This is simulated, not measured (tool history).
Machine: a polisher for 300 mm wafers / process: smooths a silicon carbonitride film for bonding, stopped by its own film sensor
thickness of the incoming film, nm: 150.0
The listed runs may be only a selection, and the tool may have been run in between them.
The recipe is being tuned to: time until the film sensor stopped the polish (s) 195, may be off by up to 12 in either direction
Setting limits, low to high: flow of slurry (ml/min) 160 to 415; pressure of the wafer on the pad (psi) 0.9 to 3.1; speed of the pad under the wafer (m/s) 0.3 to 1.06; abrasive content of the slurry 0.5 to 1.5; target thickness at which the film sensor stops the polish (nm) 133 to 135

run,hour,flow of slurry (ml/min),pressure of the wafer on the pad (psi),speed of the pad under the wafer (m/s),abrasive content of the slurry,target thickness at which the film sensor stops the polish (nm),time until the film sensor stopped the polish (s)
1,0,265,2,0.68,1,133,96.194
2,4.6,265,2,0.68,1.15,133,90.565
3,10.2,230,2,0.68,1.15,133,91.83
4,10.7,230,2,0.68,1.3,133,87.145
5,15.8,230,1.8,0.64,1.3,133,99.348
6,17,230,1.8,0.64,1.3,135,86.632
7,19.1,230,1.6,0.58,1.25,135,109.77
8,25.3,230,1.6,0.58,1.25,135,104.6
9,31.8,230,1.5,0.52,1.2,135,127.93
10,32.9,230,1.4,0.5,1.2,135,136.5
11,38.5,230,1.3,0.48,1.2,135,151.19
12,42.1,230,1.2,0.48,1.2,135,166.05
13,47.9,230,1.1,0.48,1.2,135,174.2

Exactly one of the 4 candidate moves below puts every result within its allowed miss. Which one?
A,53.7,220,1.5,0.48,1.2,135,?
B,53.7,310,1.4,0.42,1.05,135,?
C,53.7,160,0.9,0.5,1.5,135,?
D,53.7,210,1.1,0.56,1.05,135,?

move,time until the film sensor stopped the polish (s)
A,133.23
B,161.99
C,192.68
D,166.37
A: moves away from the targets compared with the last run
B: moves away from the targets compared with the last run
C: each result inside its tolerance
D: moves away from the targets compared with the last run
The move that meets every target is C.
